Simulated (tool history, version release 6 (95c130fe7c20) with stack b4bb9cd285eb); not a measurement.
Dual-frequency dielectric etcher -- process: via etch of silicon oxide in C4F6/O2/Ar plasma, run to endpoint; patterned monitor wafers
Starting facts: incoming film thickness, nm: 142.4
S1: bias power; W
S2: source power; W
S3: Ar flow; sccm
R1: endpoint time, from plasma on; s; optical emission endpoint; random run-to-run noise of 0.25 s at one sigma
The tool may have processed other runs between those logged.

run    day   S1   S2   S3      R1
  1  0.000  601  310  273  34.335
  2  0.317  601  310  313  34.989
  3  0.525  649  310  313  33.302
  4  0.800  649  310  332  33.671
  5  0.867  689  320  330  32.719
  6  0.938  689  270  330  34.021

Run 7 is up next; what results do you expect?
  7  1.025  727  290  325   ?

{"run 7": {"R1": 32.6}}
